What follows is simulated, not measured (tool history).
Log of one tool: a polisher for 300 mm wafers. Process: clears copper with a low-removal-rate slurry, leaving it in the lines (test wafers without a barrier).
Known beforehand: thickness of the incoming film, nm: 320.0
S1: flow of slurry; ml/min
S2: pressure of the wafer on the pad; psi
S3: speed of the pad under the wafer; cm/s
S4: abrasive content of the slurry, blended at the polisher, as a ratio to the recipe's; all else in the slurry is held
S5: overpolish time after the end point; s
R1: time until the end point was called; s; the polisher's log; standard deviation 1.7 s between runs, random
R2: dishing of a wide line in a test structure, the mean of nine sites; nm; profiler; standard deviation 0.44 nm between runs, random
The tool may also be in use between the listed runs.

run,day,S1,S2,S3,S4,S5,R1,R2
1,0,225,2.1,114,1,20,143.35,28.893
2,0.288,225,2.1,114,1,27,146.3,38.685
3,0.517,225,2.1,102,1,27,159.22,35.313
4,0.592,220,2,102,1,27,171.97,32.835
5,0.933,220,2,102,1,30,168.9,35.836
6,1.096,210,2,102,1,30,173.83,36.376
7,1.308,200,2,102,1,30,171.43,36.026

For run 8, what comes out?
8,1.45,195,2,102,1,30,?,?

R1: 170.64 s
R2: 36.041 nm
